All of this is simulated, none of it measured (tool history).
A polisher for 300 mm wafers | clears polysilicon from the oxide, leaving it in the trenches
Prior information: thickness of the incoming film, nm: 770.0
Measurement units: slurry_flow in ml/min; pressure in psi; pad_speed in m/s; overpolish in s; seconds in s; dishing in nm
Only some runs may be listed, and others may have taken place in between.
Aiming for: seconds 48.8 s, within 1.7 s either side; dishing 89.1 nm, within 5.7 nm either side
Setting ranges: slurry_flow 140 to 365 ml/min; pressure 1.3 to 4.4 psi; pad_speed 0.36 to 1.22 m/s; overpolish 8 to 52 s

run,hour,slurry_flow,pressure,pad_speed,overpolish,seconds,dishing
1,0,235,2.8,0.78,26,74.148,84.156
2,8.3,235,2.8,0.94,26,62.811,88.309
3,11.7,235,2.8,0.94,19,62.982,82.671
4,13.1,205,2.8,0.94,19,62.589,82.153
5,17.6,180,2.8,0.94,19,63.389,84.556
6,21.3,210,2.8,0.94,19,63.628,82.372
# hour 23.3: worn pad replaced by a new one
7,23.3,210,3,0.94,21,52.334,87.567
8,28.2,210,3.1,0.94,21,51.208,85.606
9,33.6,210,3.1,0.94,23,51.701,90.252
10,36.2,210,3.1,0.94,22,50.053,88.517

Of the 4 settings listed for the next run, only one would bring every result within its allowed miss of target. Which one?
A,38.8,235,3.2,0.88,28,?,?
B,38.8,195,2.6,1.04,26,?,?
C,38.8,210,3.2,0.84,34,?,?
D,38.8,205,2.7,1.12,21,?,?

move,seconds,dishing
A,51.398,89.261
B,54.59,88.797
C,54.461,89.529
D,48.652,88.284
A: lands further from the targets than the last run did
B: lands further from the targets than the last run did
C: lands further from the targets than the last run did
D: each result inside its tolerance
D meets every target.
